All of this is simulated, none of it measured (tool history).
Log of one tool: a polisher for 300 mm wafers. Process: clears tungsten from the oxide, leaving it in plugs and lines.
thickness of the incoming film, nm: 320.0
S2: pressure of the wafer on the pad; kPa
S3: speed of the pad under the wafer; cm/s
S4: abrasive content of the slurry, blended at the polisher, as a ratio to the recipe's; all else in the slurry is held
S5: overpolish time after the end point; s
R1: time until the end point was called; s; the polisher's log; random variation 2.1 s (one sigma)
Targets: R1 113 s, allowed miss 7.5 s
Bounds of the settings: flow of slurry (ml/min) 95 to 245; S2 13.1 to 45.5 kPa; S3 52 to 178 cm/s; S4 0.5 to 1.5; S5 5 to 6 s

{"run": 1, "hour": 0.0, "flow of slurry (ml/min)": 155, "S2": 29, "S3": 114, "S4": 1, "S5": 6, "R1": 61.302}
{"run": 2, "hour": 4.1, "flow of slurry (ml/min)": 155, "S2": 29, "S3": 102, "S4": 1, "S5": 6, "R1": 65.639}
{"run": 3, "hour": 11.8, "flow of slurry (ml/min)": 155, "S2": 25.5, "S3": 102, "S4": 1, "S5": 6, "R1": 76.448}
{"run": 4, "hour": 13.7, "flow of slurry (ml/min)": 155, "S2": 22.8, "S3": 100, "S4": 1, "S5": 6, "R1": 88.377}
{"run": 5, "hour": 15.7, "flow of slurry (ml/min)": 155, "S2": 28.3, "S3": 100, "S4": 1, "S5": 6, "R1": 71.427}
{"run": 6, "hour": 21.4, "flow of slurry (ml/min)": 155, "S2": 28.3, "S3": 100, "S4": 0.8, "S5": 6, "R1": 77.323}
{"run": 7, "hour": 22.3, "flow of slurry (ml/min)": 155, "S2": 25.5, "S3": 98, "S4": 0.8, "S5": 6, "R1": 87.562}
{"run": 8, "hour": 29.7, "flow of slurry (ml/min)": 155, "S2": 23.4, "S3": 96, "S4": 0.8, "S5": 6, "R1": 97.419}
{"run": 9, "hour": 35.3, "flow of slurry (ml/min)": 155, "S2": 22.1, "S3": 96, "S4": 0.8, "S5": 6, "R1": 101.45}
{"run": 10, "hour": 39.5, "flow of slurry (ml/min)": 155, "S2": 21.4, "S3": 96, "S4": 0.8, "S5": 6, "R1": 104.72}

Which of these 4 next moves meets every target?
{"run": "A", "hour": 43.7, "flow of slurry (ml/min)": 155, "S2": 20.7, "S3": 136, "S4": 0.55, "S5": 5, "R1": "?"}
{"run": "B", "hour": 43.7, "flow of slurry (ml/min)": 180, "S2": 17.2, "S3": 98, "S4": 0.6, "S5": 6, "R1": "?"}
{"run": "C", "hour": 43.7, "flow of slurry (ml/min)": 190, "S2": 20, "S3": 98, "S4": 0.7, "S5": 5, "R1": "?"}
{"run": "D", "hour": 43.7, "flow of slurry (ml/min)": 125, "S2": 20, "S3": 90, "S4": 0.65, "S5": 5, "R1": "?"}

move=A R1=85.26
move=B R1=136.69
move=C R1=111.59
move=D R1=127.97
A: further off than the last run
B: takes the result that was furthest off past its target
C: meets every target
D: takes the result that was furthest off past its target
Move C is the one to make.
